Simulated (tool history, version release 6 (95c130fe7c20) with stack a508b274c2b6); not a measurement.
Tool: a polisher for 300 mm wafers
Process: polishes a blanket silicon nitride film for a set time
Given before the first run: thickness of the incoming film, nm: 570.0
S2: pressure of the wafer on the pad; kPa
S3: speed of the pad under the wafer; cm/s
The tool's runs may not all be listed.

run 1 hour=0.0 | flow_of_slurry_(ml/min)=285 S2=19.3 S3=102 polishing_time_(s)=41 | film_removed_(angstrom)=594.74
run 2 hour=7.8 | flow_of_slurry_(ml/min)=280 S2=18.6 S3=102 polishing_time_(s)=41 | film_removed_(angstrom)=581.16
run 3 hour=10.0 | flow_of_slurry_(ml/min)=325 S2=18.6 S3=102 polishing_time_(s)=41 | film_removed_(angstrom)=586.70
run 4 hour=17.3 | flow_of_slurry_(ml/min)=320 S2=17.9 S3=102 polishing_time_(s)=41 | film_removed_(angstrom)=565.53
run 5 hour=24.1 | flow_of_slurry_(ml/min)=315 S2=17.2 S3=102 polishing_time_(s)=41 | film_removed_(angstrom)=536.56
run 6 hour=27.4 | flow_of_slurry_(ml/min)=315 S2=13.8 S3=102 polishing_time_(s)=41 | film_removed_(angstrom)=437.66
run 7 hour=35.1 | flow_of_slurry_(ml/min)=320 S2=14.5 S3=102 polishing_time_(s)=41 | film_removed_(angstrom)=454.74
run 8 hour=43.9 | flow_of_slurry_(ml/min)=325 S2=15.2 S3=102 polishing_time_(s)=41 | film_removed_(angstrom)=481.08
run 9 hour=47.7 | flow_of_slurry_(ml/min)=335 S2=15.2 S3=102 polishing_time_(s)=41 | film_removed_(angstrom)=485.23
run 10 hour=48.6 | flow_of_slurry_(ml/min)=345 S2=15.2 S3=102 polishing_time_(s)=41 | film_removed_(angstrom)=480.59
run 11 hour=57.2 | flow_of_slurry_(ml/min)=345 S2=16.5 S3=102 polishing_time_(s)=41 | film_removed_(angstrom)=520.81
run 12 hour=58.9 | flow_of_slurry_(ml/min)=340 S2=16.5 S3=102 polishing_time_(s)=41 | film_removed_(angstrom)=520.81
run 13 hour=67.7 | flow_of_slurry_(ml/min)=335 S2=16.5 S3=102 polishing_time_(s)=41 | film_removed_(angstrom)=523.49
run 14 hour=75.9 | flow_of_slurry_(ml/min)=335 S2=16.5 S3=102 polishing_time_(s)=41 | film_removed_(angstrom)=527.41
run 15 hour=78.6 | flow_of_slurry_(ml/min)=325 S2=16.5 S3=102 polishing_time_(s)=41 | film_removed_(angstrom)=520.50
run 16 hour=80.2 | flow_of_slurry_(ml/min)=320 S2=16.5 S3=102 polishing_time_(s)=41 | film_removed_(angstrom)=518.80

For run 17, what comes out?
run 17 hour=82.9 | flow_of_slurry_(ml/min)=315 S2=16.5 S3=102 polishing_time_(s)=41 | film_removed_(angstrom)=?

For run 17 the tool returned film removed (angstrom) 523.38.
